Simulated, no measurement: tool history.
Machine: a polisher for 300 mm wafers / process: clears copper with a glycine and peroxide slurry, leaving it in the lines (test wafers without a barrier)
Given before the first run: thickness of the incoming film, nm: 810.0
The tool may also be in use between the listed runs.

| run | day | flow of slurry (ml/min) | pressure of the wafer on the pad (kPa) | speed of the pad under the wafer (cm/s) | overpolish time after the end point (s) | time until the end point was called (s) | dishing of a wide line in a test structure (nm) |
|---|---|---|---|---|---|---|---|
| 1 | 0 | 125 | 14.5 | 116 | 27 | 177.53 | 71.929 |
| 2 | 0.258 | 125 | 14.5 | 132 | 27 | 157.18 | 75.669 |
| 3 | 0.525 | 150 | 14.5 | 132 | 27 | 153.94 | 78.768 |
| 4 | 0.65 | 150 | 11 | 132 | 27 | 183.82 | 66.513 |
| 5 | 0.946 | 160 | 11 | 132 | 27 | 180.8 | 68.205 |
| 6 | 1.096 | 160 | 11.7 | 132 | 28 | 171.29 | 71.23 |
| 7 | 1.229 | 160 | 12.4 | 132 | 29 | 165.65 | 75.575 |
| 8 | 1.5 | 160 | 13.1 | 132 | 30 | 161.28 | 79.458 |
| 9 | 1.771 | 160 | 13.8 | 132 | 31 | 157.97 | 84.535 |
| 10 | 1.917 | 160 | 14.5 | 132 | 31 | 152.62 | 87.332 |
| 11 | 2.083 | 160 | 15.2 | 132 | 31 | 144.81 | 88.42 |
| 12 | 2.388 | 160 | 15.2 | 132 | 32 | 146.89 | 90.83 |

The next listed run, before its measurement:
| 13 | 2.583 | 160 | 15.9 | 132 | 32 | ? | ? |

{"run 13": {"time until the end point was called (s)": 142.88, "dishing of a wide line in a test structure (nm)": 93.315}}
